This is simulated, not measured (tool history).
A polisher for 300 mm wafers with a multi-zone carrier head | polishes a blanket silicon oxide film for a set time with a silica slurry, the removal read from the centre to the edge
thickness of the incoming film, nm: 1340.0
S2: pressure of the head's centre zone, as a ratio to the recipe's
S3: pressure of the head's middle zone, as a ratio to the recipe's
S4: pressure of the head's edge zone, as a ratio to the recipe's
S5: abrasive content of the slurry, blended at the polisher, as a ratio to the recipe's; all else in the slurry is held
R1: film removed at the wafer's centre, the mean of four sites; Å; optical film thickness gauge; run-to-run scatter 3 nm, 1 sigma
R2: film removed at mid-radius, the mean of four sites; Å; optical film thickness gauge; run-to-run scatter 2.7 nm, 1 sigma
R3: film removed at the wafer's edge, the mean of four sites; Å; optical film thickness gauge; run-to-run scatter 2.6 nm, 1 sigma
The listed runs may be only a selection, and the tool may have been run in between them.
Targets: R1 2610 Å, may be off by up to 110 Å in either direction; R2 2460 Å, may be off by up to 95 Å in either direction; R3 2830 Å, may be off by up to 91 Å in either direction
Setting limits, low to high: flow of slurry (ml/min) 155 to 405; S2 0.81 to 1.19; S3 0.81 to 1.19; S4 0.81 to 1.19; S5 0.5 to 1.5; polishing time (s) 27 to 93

{"run": 1, "hour": 0.0, "flow of slurry (ml/min)": 260, "S2": 1, "S3": 1, "S4": 1, "S5": 1, "polishing time (s)": 59, "R1": 2213.7, "R2": 2273.4, "R3": 2267.3}
{"run": 2, "hour": 1.2, "flow of slurry (ml/min)": 260, "S2": 1, "S3": 1.07, "S4": 1, "S5": 1, "polishing time (s)": 59, "R1": 2230.7, "R2": 2402.2, "R3": 2287.6}
{"run": 3, "hour": 7.7, "flow of slurry (ml/min)": 260, "S2": 1, "S3": 1.06, "S4": 1.02, "S5": 1.05, "polishing time (s)": 59, "R1": 2267, "R2": 2409, "R3": 2340}
{"run": 4, "hour": 16.5, "flow of slurry (ml/min)": 260, "S2": 1, "S3": 1.06, "S4": 1.02, "S5": 0.95, "polishing time (s)": 59, "R1": 2172.2, "R2": 2370.4, "R3": 2221.2}
{"run": 5, "hour": 19.8, "flow of slurry (ml/min)": 260, "S2": 1.05, "S3": 1.06, "S4": 1.02, "S5": 0.95, "polishing time (s)": 59, "R1": 2345.4, "R2": 2348.3, "R3": 2262.3}
{"run": 6, "hour": 23.2, "flow of slurry (ml/min)": 260, "S2": 1.05, "S3": 1.06, "S4": 0.95, "S5": 0.95, "polishing time (s)": 59, "R1": 2317.3, "R2": 2421.5, "R3": 2190.6}
{"run": 7, "hour": 28.5, "flow of slurry (ml/min)": 260, "S2": 1.05, "S3": 1.06, "S4": 0.97, "S5": 1, "polishing time (s)": 59, "R1": 2378.2, "R2": 2441.4, "R3": 2253.5}
{"run": 8, "hour": 32.9, "flow of slurry (ml/min)": 260, "S2": 1.05, "S3": 1.06, "S4": 0.99, "S5": 1.05, "polishing time (s)": 59, "R1": 2402.7, "R2": 2417.8, "R3": 2326.9}
{"run": 9, "hour": 37.1, "flow of slurry (ml/min)": 290, "S2": 1.05, "S3": 1.06, "S4": 1.09, "S5": 1.3, "polishing time (s)": 60, "R1": 2633.1, "R2": 2697.6, "R3": 2674.9}
{"run": 10, "hour": 45.9, "flow of slurry (ml/min)": 270, "S2": 1.03, "S3": 0.96, "S4": 1.17, "S5": 1.4, "polishing time (s)": 61, "R1": 2723.4, "R2": 2602.3, "R3": 2853}

Of the 5 settings listed for the next run, only one would bring every result within its allowed miss of target. Which one?
{"run": "A", "hour": 54.7, "flow of slurry (ml/min)": 230, "S2": 1.06, "S3": 0.92, "S4": 1.08, "S5": 1.25, "polishing time (s)": 69, "R1": "?", "R2": "?", "R3": "?"}
{"run": "B", "hour": 54.7, "flow of slurry (ml/min)": 250, "S2": 1.15, "S3": 0.94, "S4": 1.16, "S5": 1.25, "polishing time (s)": 63, "R1": "?", "R2": "?", "R3": "?"}
{"run": "C", "hour": 54.7, "flow of slurry (ml/min)": 245, "S2": 1.03, "S3": 0.92, "S4": 1.18, "S5": 1.3, "polishing time (s)": 62, "R1": "?", "R2": "?", "R3": "?"}
{"run": "D", "hour": 54.7, "flow of slurry (ml/min)": 305, "S2": 1.06, "S3": 1.04, "S4": 1.13, "S5": 1.45, "polishing time (s)": 63, "R1": "?", "R2": "?", "R3": "?"}
{"run": "E", "hour": 54.7, "flow of slurry (ml/min)": 275, "S2": 1.02, "S3": 1, "S4": 1.03, "S5": 1.5, "polishing time (s)": 65, "R1": "?", "R2": "?", "R3": "?"}

move=A R1=2913.3 R2=2637.3 R3=2960.7
move=B R1=2908.4 R2=2464.6 R3=2816.4
move=C R1=2591.9 R2=2413 R3=2828.7
move=D R1=2863.1 R2=2844.3 R3=2945.4
move=E R1=2846.4 R2=2852.6 R3=2917.3
A: misses by more than the last run did
B: corrects the largest miss of the last run, while another result sits out of spec
C: every result within its allowed miss
D: misses by more than the last run did
E: misses by more than the last run did
C is the move that brings every result within its allowed miss.
